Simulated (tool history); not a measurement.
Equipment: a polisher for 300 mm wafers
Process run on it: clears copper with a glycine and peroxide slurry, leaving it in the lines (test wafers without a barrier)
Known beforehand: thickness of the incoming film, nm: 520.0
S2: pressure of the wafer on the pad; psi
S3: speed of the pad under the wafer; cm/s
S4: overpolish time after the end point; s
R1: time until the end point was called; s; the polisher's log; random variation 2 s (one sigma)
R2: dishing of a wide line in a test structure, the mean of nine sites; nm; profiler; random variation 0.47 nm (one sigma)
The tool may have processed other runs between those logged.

{"run": 1, "hour": 0.0, "flow of slurry (ml/min)": 310, "S2": 2.7, "S3": 82, "S4": 18, "R1": 107.98, "R2": 55.196}
{"run": 2, "hour": 7.1, "flow of slurry (ml/min)": 310, "S2": 2.2, "S3": 82, "S4": 18, "R1": 122.98, "R2": 47.191}
{"run": 3, "hour": 9.0, "flow of slurry (ml/min)": 310, "S2": 2.8, "S3": 82, "S4": 18, "R1": 101.77, "R2": 57.036}
{"run": 4, "hour": 10.7, "flow of slurry (ml/min)": 310, "S2": 2.8, "S3": 92, "S4": 18, "R1": 92.121, "R2": 59.824}
{"run": 5, "hour": 18.9, "flow of slurry (ml/min)": 310, "S2": 2.7, "S3": 92, "S4": 17, "R1": 97.555, "R2": 57.368}
{"run": 6, "hour": 22.0, "flow of slurry (ml/min)": 310, "S2": 2.6, "S3": 92, "S4": 16, "R1": 100.44, "R2": 52.106}
{"run": 7, "hour": 25.8, "flow of slurry (ml/min)": 310, "S2": 2.5, "S3": 92, "S4": 15, "R1": 100.55, "R2": 48.144}
{"run": 8, "hour": 27.3, "flow of slurry (ml/min)": 310, "S2": 2.4, "S3": 92, "S4": 15, "R1": 105.74, "R2": 47.385}

Forecast run 9:
{"run": 9, "hour": 33.1, "flow of slurry (ml/min)": 310, "S2": 2.4, "S3": 92, "S4": 15, "R1": "?", "R2": "?"}

{"run 9": {"R1": 106.55, "R2": 46.262}}

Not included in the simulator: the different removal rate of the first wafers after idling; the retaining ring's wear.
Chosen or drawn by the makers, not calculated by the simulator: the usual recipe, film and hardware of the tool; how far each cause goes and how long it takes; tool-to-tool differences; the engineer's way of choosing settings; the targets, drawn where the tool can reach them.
